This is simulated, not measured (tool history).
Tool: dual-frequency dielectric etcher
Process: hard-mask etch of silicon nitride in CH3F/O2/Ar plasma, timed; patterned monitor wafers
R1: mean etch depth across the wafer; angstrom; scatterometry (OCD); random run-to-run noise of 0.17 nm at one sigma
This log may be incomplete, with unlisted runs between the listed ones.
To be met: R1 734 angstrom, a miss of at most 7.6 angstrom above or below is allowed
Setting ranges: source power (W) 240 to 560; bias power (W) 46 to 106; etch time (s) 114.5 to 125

run 1 day=0 | source_power_(W)=400 bias_power_(W)=76 etch_time_(s)=125 | R1=840.22
run 2 day=0.046 | source_power_(W)=400 bias_power_(W)=76 etch_time_(s)=114.5 | R1=769.92
run 3 day=0.412 | source_power_(W)=400 bias_power_(W)=76 etch_time_(s)=114.5 | R1=769.96
run 4 day=0.504 | source_power_(W)=370 bias_power_(W)=76 etch_time_(s)=114.5 | R1=750.02
run 5 day=0.742 | source_power_(W)=370 bias_power_(W)=76 etch_time_(s)=125 | R1=817.61
run 6 day=1.104 | source_power_(W)=300 bias_power_(W)=76 etch_time_(s)=125 | R1=772.6
run 7 day=1.179 | source_power_(W)=290 bias_power_(W)=76 etch_time_(s)=125 | R1=762.75
run 8 day=1.283 | source_power_(W)=280 bias_power_(W)=76 etch_time_(s)=125 | R1=756.69

Which single option among these 4 for the next run brings every result within its allowed miss of target? Just one does.
run A day=1.388 | source_power_(W)=300 bias_power_(W)=77 etch_time_(s)=121.5 | R1=?
run B day=1.388 | source_power_(W)=240 bias_power_(W)=89 etch_time_(s)=121.5 | R1=?
run C day=1.388 | source_power_(W)=260 bias_power_(W)=75 etch_time_(s)=125 | R1=?
run D day=1.388 | source_power_(W)=320 bias_power_(W)=73 etch_time_(s)=124.5 | R1=?

move=A R1=754.2
move=B R1=761.31
move=C R1=735.29
move=D R1=766.94
A: closes in on the targets versus the last run, not all within tolerance yet
B: moves away from the targets compared with the last run
C: every result within its allowed miss
D: moves away from the targets compared with the last run
C meets every target.

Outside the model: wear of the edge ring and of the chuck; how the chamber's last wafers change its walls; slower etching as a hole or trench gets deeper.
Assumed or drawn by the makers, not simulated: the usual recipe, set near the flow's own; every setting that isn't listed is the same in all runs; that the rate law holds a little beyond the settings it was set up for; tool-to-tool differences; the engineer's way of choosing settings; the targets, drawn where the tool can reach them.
